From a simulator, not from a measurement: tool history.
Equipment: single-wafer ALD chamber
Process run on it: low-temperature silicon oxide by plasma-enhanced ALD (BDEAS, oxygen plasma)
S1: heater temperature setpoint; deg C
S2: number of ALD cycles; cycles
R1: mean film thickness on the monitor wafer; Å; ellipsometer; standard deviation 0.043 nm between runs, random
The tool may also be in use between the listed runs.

{"run": 1, "day": 0.0, "S1": 115, "S2": 69, "R1": 110.46}
{"run": 2, "day": 0.304, "S1": 115, "S2": 68, "R1": 109.47}
{"run": 3, "day": 0.492, "S1": 115, "S2": 78, "R1": 127.51}
{"run": 4, "day": 0.838, "S1": 116, "S2": 75, "R1": 120.5}
{"run": 5, "day": 0.892, "S1": 118, "S2": 73, "R1": 118.09}
{"run": 6, "day": 1.192, "S1": 118, "S2": 82, "R1": 131.73}
{"run": 7, "day": 1.442, "S1": 120, "S2": 79, "R1": 125.93}
{"run": 8, "day": 1.612, "S1": 120, "S2": 79, "R1": 127.27}
{"run": 9, "day": 1.762, "S1": 120, "S2": 76, "R1": 121.38}
{"run": 10, "day": 1.962, "S1": 121, "S2": 74, "R1": 118.11}
{"run": 11, "day": 2.212, "S1": 121, "S2": 72, "R1": 115.43}
{"run": 12, "day": 2.542, "S1": 121, "S2": 70, "R1": 111.97}
{"run": 13, "day": 2.583, "S1": 121, "S2": 68, "R1": 108.4}
{"run": 14, "day": 2.779, "S1": 121, "S2": 67, "R1": 106.36}

For run 15, what comes out?
{"run": 15, "day": 2.946, "S1": 122, "S2": 66, "R1": "?"}

Run 15 yielded R1 105.3 Å.
